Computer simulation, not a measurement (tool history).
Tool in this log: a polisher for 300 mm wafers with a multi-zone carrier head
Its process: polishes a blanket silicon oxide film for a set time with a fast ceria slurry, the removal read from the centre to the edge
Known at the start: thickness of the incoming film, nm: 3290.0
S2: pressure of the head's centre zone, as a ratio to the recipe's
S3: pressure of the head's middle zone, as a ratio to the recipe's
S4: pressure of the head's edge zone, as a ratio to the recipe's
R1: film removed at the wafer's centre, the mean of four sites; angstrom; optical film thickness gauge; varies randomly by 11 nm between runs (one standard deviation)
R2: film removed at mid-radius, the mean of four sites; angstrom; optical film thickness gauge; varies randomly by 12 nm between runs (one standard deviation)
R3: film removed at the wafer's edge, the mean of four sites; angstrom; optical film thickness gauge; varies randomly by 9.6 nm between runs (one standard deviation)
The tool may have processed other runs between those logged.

{"run": 1, "hour": 0.0, "flow of slurry (ml/min)": 280, "S2": 1.0, "S3": 1.0, "S4": 1.0, "polishing time (s)": 39, "R1": 6667.0, "R2": 6593.8, "R3": 6759.6}
{"run": 2, "hour": 6.8, "flow of slurry (ml/min)": 280, "S2": 1.01, "S3": 1.02, "S4": 1.02, "polishing time (s)": 40, "R1": 6892.5, "R2": 6980.1, "R3": 6967.0}
{"run": 3, "hour": 10.2, "flow of slurry (ml/min)": 280, "S2": 1.06, "S3": 1.02, "S4": 1.02, "polishing time (s)": 40, "R1": 7109.4, "R2": 7121.3, "R3": 6998.0}
{"run": 4, "hour": 13.2, "flow of slurry (ml/min)": 280, "S2": 1.06, "S3": 1.02, "S4": 1.04, "polishing time (s)": 41, "R1": 7259.3, "R2": 7222.6, "R3": 7144.5}
{"run": 5, "hour": 13.9, "flow of slurry (ml/min)": 280, "S2": 1.01, "S3": 1.02, "S4": 1.04, "polishing time (s)": 41, "R1": 7075.9, "R2": 6919.2, "R3": 7195.7}
{"run": 6, "hour": 19.5, "flow of slurry (ml/min)": 280, "S2": 1.01, "S3": 1.04, "S4": 1.05, "polishing time (s)": 42, "R1": 7204.2, "R2": 7495.3, "R3": 7377.9}
{"run": 7, "hour": 26.7, "flow of slurry (ml/min)": 280, "S2": 1.01, "S3": 1.04, "S4": 1.05, "polishing time (s)": 42, "R1": 7219.6, "R2": 7552.0, "R3": 7503.9}

Estimate the outcome of run 8 from the log above:
{"run": 8, "hour": 30.7, "flow of slurry (ml/min)": 285, "S2": 1.02, "S3": 1.04, "S4": 1.06, "polishing time (s)": 43, "R1": "?", "R2": "?", "R3": "?"}

{"run 8": {"R1": 7514.7, "R2": 7789.6, "R3": 7669.8}}

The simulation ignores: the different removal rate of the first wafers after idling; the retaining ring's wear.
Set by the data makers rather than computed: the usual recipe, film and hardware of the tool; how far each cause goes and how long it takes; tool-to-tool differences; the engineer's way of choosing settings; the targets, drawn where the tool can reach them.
